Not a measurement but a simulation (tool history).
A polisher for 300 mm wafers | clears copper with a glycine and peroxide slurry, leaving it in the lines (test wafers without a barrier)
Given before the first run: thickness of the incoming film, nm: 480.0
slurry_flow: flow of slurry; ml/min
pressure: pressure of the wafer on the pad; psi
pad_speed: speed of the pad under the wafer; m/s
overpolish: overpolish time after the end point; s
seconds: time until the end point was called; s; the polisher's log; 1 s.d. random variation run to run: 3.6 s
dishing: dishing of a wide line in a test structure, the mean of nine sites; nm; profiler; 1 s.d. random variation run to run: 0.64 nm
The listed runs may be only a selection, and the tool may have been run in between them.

run,hour,slurry_flow,pressure,pad_speed,overpolish,seconds,dishing
1,0.0,285,1.6,0.78,14,135.78,40.414
2,2.7,230,1.6,0.78,14,133.69,39.207
3,10.3,230,1.4,0.78,14,148.73,35.183
4,17.1,230,1.4,0.92,14,135.69,39.194
5,21.8,230,1.3,0.92,15,139.81,39.604
6,28.7,230,1.2,0.90,16,149.32,39.610
7,34.9,230,1.2,0.90,17,150.40,41.993

What will run 8 give?
8,41.2,230,0.9,0.88,19,?,?

{"run 8": {"seconds": 181.95, "dishing": 38.25}}
